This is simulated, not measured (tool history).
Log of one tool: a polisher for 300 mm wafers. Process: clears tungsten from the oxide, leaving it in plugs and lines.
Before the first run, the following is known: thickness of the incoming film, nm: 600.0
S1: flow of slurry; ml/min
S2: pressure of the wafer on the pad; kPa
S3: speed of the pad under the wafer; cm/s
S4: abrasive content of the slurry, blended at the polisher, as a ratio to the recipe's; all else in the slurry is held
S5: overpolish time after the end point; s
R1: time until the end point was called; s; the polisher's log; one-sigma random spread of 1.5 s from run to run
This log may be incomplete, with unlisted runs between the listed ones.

run,hour,S1,S2,S3,S4,S5,R1
1,0,180,30.3,90,1,8,136.19
2,5.1,180,30.3,98,1,8,125.45
3,11.5,180,31.7,98,1,8,119.86
4,19.2,155,31.7,98,1,8,121.16
5,19.9,155,31.7,78,1,8,150.66
6,26.4,155,33.1,80,1,8,144.39
7,29.9,155,34.5,82,1,8,138.65
8,34,155,35.9,86,1,8,125.45
# hour 39.5: head pressure recalibrated
9,39.5,155,37.2,88,1,8,111.45
10,42,155,37.9,88,1,8,113.08

For run 11, what comes out?
11,46.2,155,38.6,90,1,8,?

R1: 107.91 s

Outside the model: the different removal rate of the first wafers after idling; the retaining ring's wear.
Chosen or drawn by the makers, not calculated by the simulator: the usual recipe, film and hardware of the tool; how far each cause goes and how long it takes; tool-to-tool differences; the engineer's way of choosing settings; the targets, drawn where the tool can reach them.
